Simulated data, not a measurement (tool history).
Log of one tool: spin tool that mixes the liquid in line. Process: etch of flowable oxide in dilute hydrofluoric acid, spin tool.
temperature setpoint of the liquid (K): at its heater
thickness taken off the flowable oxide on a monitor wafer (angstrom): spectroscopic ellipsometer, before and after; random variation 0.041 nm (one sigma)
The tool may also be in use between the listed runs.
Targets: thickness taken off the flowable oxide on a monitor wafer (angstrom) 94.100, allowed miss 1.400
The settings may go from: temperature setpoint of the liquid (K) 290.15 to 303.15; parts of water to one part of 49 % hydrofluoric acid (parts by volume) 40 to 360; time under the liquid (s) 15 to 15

run,hour,temperature setpoint of the liquid (K),parts of water to one part of 49 % hydrofluoric acid (parts by volume),time under the liquid (s),thickness taken off the flowable oxide on a monitor wafer (angstrom)
1,0.0,295.15,200,15,43.486
2,7.7,295.15,200,15,43.322
3,12.2,296.65,200,15,46.371
4,19.0,297.65,190,15,50.622
5,26.7,297.65,190,15,51.108
6,27.7,298.15,180,15,55.842
7,29.8,298.15,180,15,55.426
8,36.1,298.65,175,15,58.687
9,43.7,299.15,170,15,61.483
10,51.6,303.15,115,15,113.420
11,59.6,302.65,115,15,111.040
12,64.6,302.15,115,15,109.470
13,72.8,301.65,115,15,106.450
14,74.3,301.15,115,15,105.590
15,82.0,300.65,115,15,103.410
16,83.6,300.15,115,15,101.140

5 next moves are on the table. One of them brings every result within its allowed miss. Which?
A,85.2,299.65,125,15,?
B,85.2,301.15,130,15,?
C,85.2,298.65,120,15,?
D,85.2,300.65,125,15,?
E,85.2,297.65,115,15,?

move,thickness taken off the flowable oxide on a monitor wafer (angstrom)
A,90.365
B,91.352
C,91.165
D,93.846
E,92.075
A: takes the result that was furthest off past its target
B: takes the result that was furthest off past its target
C: takes the result that was furthest off past its target
D: meets every target
E: takes the result that was furthest off past its target
Answer: D

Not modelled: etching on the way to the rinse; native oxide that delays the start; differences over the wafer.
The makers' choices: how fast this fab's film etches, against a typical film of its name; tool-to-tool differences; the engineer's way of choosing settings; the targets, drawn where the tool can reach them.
